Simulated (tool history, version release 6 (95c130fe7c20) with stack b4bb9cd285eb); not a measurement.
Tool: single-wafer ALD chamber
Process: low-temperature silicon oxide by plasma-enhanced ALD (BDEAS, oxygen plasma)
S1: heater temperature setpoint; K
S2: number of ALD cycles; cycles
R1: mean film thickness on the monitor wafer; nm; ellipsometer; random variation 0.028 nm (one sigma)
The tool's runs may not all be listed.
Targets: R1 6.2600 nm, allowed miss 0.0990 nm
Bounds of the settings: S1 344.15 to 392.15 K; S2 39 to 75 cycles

run,hour,S1,S2,R1
1,0.0,368.15,57,8.0825
2,1.5,368.15,51,7.1881
3,4.5,371.15,50,6.9986
4,10.7,374.15,49,6.7836
5,12.3,377.15,49,6.7302
6,15.5,367.15,49,6.9597
7,23.4,371.15,48,6.7418
8,30.9,374.15,48,6.6546
9,38.1,376.15,48,6.6521
10,40.0,378.15,48,6.5712
11,45.5,380.15,48,6.6094
12,52.6,381.15,47,6.4625
13,58.3,382.15,47,6.4288

5 next moves are on the table. One of them brings every result within its allowed miss. Which?
A,64.0,378.15,44,?
B,64.0,378.15,48,?
C,64.0,382.15,44,?
D,64.0,378.15,47,?
E,64.0,386.15,46,?

move,R1
A,6.0400
B,6.5891
C,5.9947
D,6.4518
E,6.2199
A: takes the result that was furthest off past its target
B: further off than the last run
C: takes the result that was furthest off past its target
D: further off than the last run
E: meets every target
Move E is the one to make.
